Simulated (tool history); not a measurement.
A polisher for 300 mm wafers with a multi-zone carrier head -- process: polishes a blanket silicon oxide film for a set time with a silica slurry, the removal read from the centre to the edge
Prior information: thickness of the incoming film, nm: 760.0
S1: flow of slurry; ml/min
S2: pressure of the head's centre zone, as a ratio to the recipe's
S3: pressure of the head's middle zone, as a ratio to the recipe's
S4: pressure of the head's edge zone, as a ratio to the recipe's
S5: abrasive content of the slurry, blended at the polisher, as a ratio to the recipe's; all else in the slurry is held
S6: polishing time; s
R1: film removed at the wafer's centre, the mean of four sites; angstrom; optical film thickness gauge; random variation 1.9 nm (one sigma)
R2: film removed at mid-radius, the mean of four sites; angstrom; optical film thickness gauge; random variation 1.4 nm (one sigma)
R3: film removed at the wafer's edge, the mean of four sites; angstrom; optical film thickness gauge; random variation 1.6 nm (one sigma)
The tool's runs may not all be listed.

| run | hour | S1 | S2 | S3 | S4 | S5 | S6 | R1 | R2 | R3 |
|---|---|---|---|---|---|---|---|---|---|---|
| 1 | 0.0 | 225 | 1.00 | 1.00 | 1.00 | 1.00 | 45 | 1817.8 | 1826.2 | 1855.5 |
| 2 | 8.4 | 245 | 1.05 | 1.02 | 1.06 | 1.10 | 45 | 2018.3 | 1965.9 | 2008.2 |
| 3 | 13.9 | 245 | 1.05 | 1.02 | 1.06 | 1.10 | 39 | 1767.0 | 1714.7 | 1740.9 |
| 4 | 15.2 | 245 | 1.05 | 1.02 | 1.06 | 1.10 | 33 | 1490.6 | 1446.3 | 1467.6 |
| 5 | 17.0 | 260 | 1.08 | 1.02 | 1.10 | 1.25 | 36 | 1771.8 | 1671.1 | 1733.8 |
| 6 | 25.7 | 260 | 1.08 | 0.95 | 1.10 | 1.25 | 36 | 1785.8 | 1565.1 | 1746.6 |
| 7 | 34.2 | 260 | 1.08 | 0.95 | 1.10 | 1.25 | 36 | 1748.3 | 1566.2 | 1754.2 |
| 8 | 39.4 | 270 | 1.11 | 0.98 | 1.12 | 1.35 | 39 | 2056.6 | 1821.2 | 1953.6 |
| 9 | 46.6 | 275 | 1.12 | 0.99 | 1.14 | 1.40 | 41 | 2208.9 | 1934.9 | 2123.9 |

Run 10 is up next; what results do you expect?
| 10 | 54.5 | 285 | 1.13 | 1.01 | 1.15 | 1.45 | 42 | ? | ? | ? |

Run 10 came out at R1 2303.4 angstrom, R2 2070.3 angstrom, R3 2217.4 angstrom.
